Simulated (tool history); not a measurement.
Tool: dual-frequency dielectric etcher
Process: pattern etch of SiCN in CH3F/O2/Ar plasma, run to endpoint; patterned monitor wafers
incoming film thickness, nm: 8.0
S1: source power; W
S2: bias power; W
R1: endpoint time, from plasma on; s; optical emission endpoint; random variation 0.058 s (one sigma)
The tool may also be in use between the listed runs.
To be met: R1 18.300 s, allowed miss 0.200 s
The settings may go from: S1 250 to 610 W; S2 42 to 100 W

run 1 hour=0.0 | S1=430 S2=71 | R1=20.743
run 2 hour=4.4 | S1=480 S2=71 | R1=19.834
run 3 hour=10.3 | S1=500 S2=71 | R1=19.464
run 4 hour=18.0 | S1=500 S2=80 | R1=18.804
run 5 hour=25.0 | S1=500 S2=70 | R1=19.587
run 6 hour=30.8 | S1=520 S2=70 | R1=19.252
run 7 hour=31.9 | S1=530 S2=70 | R1=19.119
run 8 hour=39.7 | S1=540 S2=70 | R1=18.920
run 9 hour=42.0 | S1=550 S2=70 | R1=18.718
run 10 hour=44.9 | S1=560 S2=70 | R1=18.616
run 11 hour=52.0 | S1=570 S2=70 | R1=18.632

4 next moves are on the table. One of them brings every result within its allowed miss. Which?
run A hour=59.1 | S1=560 S2=65 | R1=?
run B hour=59.1 | S1=560 S2=67 | R1=?
run C hour=59.1 | S1=570 S2=61 | R1=?
run D hour=59.1 | S1=560 S2=74 | R1=?

move=A R1=18.972
move=B R1=18.817
move=C R1=19.153
move=D R1=18.302
A: further off than the last run
B: further off than the last run
C: further off than the last run
D: meets every target
Answer: D
